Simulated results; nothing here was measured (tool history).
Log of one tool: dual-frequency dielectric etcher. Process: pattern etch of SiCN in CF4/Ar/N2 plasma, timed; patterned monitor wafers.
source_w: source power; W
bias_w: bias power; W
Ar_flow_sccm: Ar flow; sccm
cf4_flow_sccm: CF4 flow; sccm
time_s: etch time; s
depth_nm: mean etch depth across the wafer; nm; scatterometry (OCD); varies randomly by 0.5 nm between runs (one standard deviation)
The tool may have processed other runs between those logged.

run 1 hour=0 | source_w=470 bias_w=73 Ar_flow_sccm=115 cf4_flow_sccm=68 time_s=134 | depth_nm=123.6
run 2 hour=6.2 | source_w=520 bias_w=73 Ar_flow_sccm=115 cf4_flow_sccm=68 time_s=134 | depth_nm=135.59
run 3 hour=9.5 | source_w=480 bias_w=73 Ar_flow_sccm=115 cf4_flow_sccm=68 time_s=134 | depth_nm=125.54
run 4 hour=17 | source_w=450 bias_w=73 Ar_flow_sccm=115 cf4_flow_sccm=68 time_s=134 | depth_nm=116.47
run 5 hour=19.7 | source_w=450 bias_w=73 Ar_flow_sccm=134 cf4_flow_sccm=68 time_s=134 | depth_nm=112.35
run 6 hour=26.9 | source_w=420 bias_w=73 Ar_flow_sccm=134 cf4_flow_sccm=68 time_s=134 | depth_nm=105.15
run 7 hour=31.1 | source_w=410 bias_w=73 Ar_flow_sccm=134 cf4_flow_sccm=68 time_s=134 | depth_nm=102.08

What will run 8 give?
run 8 hour=38.8 | source_w=400 bias_w=73 Ar_flow_sccm=134 cf4_flow_sccm=68 time_s=134 | depth_nm=?

{"run 8": {"depth_nm": 99.719}}
